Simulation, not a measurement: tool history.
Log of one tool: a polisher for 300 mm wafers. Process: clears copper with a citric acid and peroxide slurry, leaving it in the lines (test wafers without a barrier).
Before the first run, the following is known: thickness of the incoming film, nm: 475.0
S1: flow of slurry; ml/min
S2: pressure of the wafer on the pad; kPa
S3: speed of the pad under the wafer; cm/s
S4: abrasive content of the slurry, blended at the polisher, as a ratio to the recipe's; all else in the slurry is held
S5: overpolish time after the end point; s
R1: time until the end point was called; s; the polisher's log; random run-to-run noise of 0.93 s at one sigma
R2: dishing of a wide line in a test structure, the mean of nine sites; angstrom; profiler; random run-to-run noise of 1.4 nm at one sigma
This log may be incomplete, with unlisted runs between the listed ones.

run  hour   S1    S2   S3  S4  S5      R1      R2
  1     0  245  23.4  132   1  25  131.21  594.69
  2   8.3  245  26.2  132   1  26   120.9   653.3
  3  13.7  245    29  134   1  28  110.49  756.55
  4  21.7  245    29  120   1  28  121.05  703.87
  5  29.1  245    31  124   1  29  111.19  779.49
  6  33.5  245  32.4  128   1  30  104.11  857.81

Estimate the outcome of run 7 from the log above:
  7  37.2  245  33.8  132   1  30   ?   ?

For run 7 the tool returned R1 99.271 s, R2 873.6 angstrom.
